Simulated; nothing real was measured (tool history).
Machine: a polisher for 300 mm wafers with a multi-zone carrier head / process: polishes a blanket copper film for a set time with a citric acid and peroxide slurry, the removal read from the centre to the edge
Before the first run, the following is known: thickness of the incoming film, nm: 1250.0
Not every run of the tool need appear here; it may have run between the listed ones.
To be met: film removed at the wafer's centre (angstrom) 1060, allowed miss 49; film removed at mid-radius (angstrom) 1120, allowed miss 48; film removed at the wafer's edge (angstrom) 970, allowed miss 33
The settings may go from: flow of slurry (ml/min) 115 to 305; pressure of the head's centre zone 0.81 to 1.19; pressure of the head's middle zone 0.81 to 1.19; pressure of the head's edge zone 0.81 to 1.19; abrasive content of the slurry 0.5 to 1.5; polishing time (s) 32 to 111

run  hour  flow of slurry (ml/min)  pressure of the head's centre zone  pressure of the head's middle zone  pressure of the head's edge zone  abrasive content of the slurry  polishing time (s)  film removed at the wafer's centre (angstrom)  film removed at mid-radius (angstrom)  film removed at the wafer's edge (angstrom)
  1     0                      195                                   1                                   1                                 1                               1                  71                                         1407.9                                 1394.1                                       1404.9
  2   1.2                      195                                   1                                   1                                 1                               1                  82                                         1640.2                                 1579.9                                       1611.3
  3     2                      240                                   1                                   1                                 1                               1                  82                                         1683.9                                 1621.7                                       1644.7
  4  10.6                      240                                   1                                0.95                                 1                               1                  82                                         1666.2                                   1529                                       1681.8
  5  17.9                      240                                   1                                   1                                 1                               1                  82                                         1711.3                                 1645.1                                         1659
  6  21.5                      240                                   1                                   1                              0.95                               1                  82                                         1707.7                                 1601.5                                       1640.9
  7  29.8                      235                                   1                                1.02                              0.94                             0.9                  76                                         1455.4                                 1465.6                                       1415.1
  8  37.4                      230                                1.01                                1.03                              0.92                             0.8                  74                                         1443.8                                 1382.2                                       1329.8

4 candidate next runs follow, results not yet known. Just one meets every target within its allowed miss. Identify it.
  A    45                      235                                1.19                                1.11                              0.86                            0.75                  94                                              ?                                      ?                                            ?
  B    45                      200                                1.01                                1.13                              0.89                             0.8                  46                                              ?                                      ?                                            ?
  C    45                      275                                   1                                1.11                              0.89                            0.75                  56                                              ?                                      ?                                            ?
  D    45                      260                                0.87                                0.96                              0.92                             0.6                  75                                              ?                                      ?                                            ?

move  film removed at the wafer's centre (angstrom)  film removed at mid-radius (angstrom)  film removed at the wafer's edge (angstrom)
   A                                         2050.7                                 1832.4                                       1569.3
   B                                         857.12                                 912.95                                       785.41
   C                                         1054.7                                 1112.3                                       962.49
   D                                         1124.7                                 1200.2                                         1196
A: further off than the last run
B: carries the result that was furthest off beyond its target, to the other side
C: meets every target
D: moves toward the targets from the last run without getting all of them in spec
The right move is C.

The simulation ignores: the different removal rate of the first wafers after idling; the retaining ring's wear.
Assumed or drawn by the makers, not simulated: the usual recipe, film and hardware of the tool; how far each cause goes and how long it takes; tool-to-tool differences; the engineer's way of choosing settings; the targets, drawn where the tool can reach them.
